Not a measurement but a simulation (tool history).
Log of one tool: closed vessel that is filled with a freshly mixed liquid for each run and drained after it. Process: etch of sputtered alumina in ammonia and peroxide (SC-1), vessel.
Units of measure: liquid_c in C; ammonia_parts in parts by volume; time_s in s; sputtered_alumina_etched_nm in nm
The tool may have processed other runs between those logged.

{"run": 1, "day": 0.0, "liquid_c": 60.0, "ammonia_parts": 0.9, "time_s": 205, "sputtered_alumina_etched_nm": 20.071}
{"run": 2, "day": 0.042, "liquid_c": 57.5, "ammonia_parts": 0.9, "time_s": 205, "sputtered_alumina_etched_nm": 17.37}
{"run": 3, "day": 0.408, "liquid_c": 57.5, "ammonia_parts": 0.9, "time_s": 205, "sputtered_alumina_etched_nm": 17.542}
{"run": 4, "day": 0.512, "liquid_c": 57.5, "ammonia_parts": 0.65, "time_s": 205, "sputtered_alumina_etched_nm": 17.025}
{"run": 5, "day": 0.862, "liquid_c": 55.0, "ammonia_parts": 0.65, "time_s": 205, "sputtered_alumina_etched_nm": 14.827}
{"run": 6, "day": 0.958, "liquid_c": 58.0, "ammonia_parts": 0.65, "time_s": 205, "sputtered_alumina_etched_nm": 17.392}

What will run 7 give?
{"run": 7, "day": 1.312, "liquid_c": 56.5, "ammonia_parts": 0.65, "time_s": 205, "sputtered_alumina_etched_nm": "?"}

sputtered_alumina_etched_nm: 16.252 nm
